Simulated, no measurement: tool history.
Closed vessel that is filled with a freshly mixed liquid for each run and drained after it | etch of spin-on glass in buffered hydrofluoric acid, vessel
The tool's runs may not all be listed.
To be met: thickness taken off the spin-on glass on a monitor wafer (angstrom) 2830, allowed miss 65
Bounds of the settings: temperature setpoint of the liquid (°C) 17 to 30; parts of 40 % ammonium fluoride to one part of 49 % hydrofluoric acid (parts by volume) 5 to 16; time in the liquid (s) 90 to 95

run,hour,temperature setpoint of the liquid (°C),parts of 40 % ammonium fluoride to one part of 49 % hydrofluoric acid (parts by volume),time in the liquid (s),thickness taken off the spin-on glass on a monitor wafer (angstrom)
1,0,22,9.5,90,2252.1
2,6.4,22,7,90,3084.1
3,12.1,22,7,95,3255.7
4,17,21.5,7,95,3157.8
5,26,21.5,9.5,95,2314.5
6,33.8,22,9.5,95,2388.8
# hour 42.4: thermometer replaced
7,42.4,22.5,9.5,95,2645.9
8,44,23,9.5,95,2706.3

4 next moves are on the table. One of them brings every result within its allowed miss. Which?
A,45.6,22,8.5,95,?
B,45.6,25,9,90,?
C,45.6,23.5,10.5,95,?
D,45.6,23,8.5,95,?

move,thickness taken off the spin-on glass on a monitor wafer (angstrom)
A,2842.9
B,2982.3
C,2589.4
D,3003.7
A: meets every target
B: takes the result that was furthest off past its target
C: further off than the last run
D: takes the result that was furthest off past its target
The right move is A.
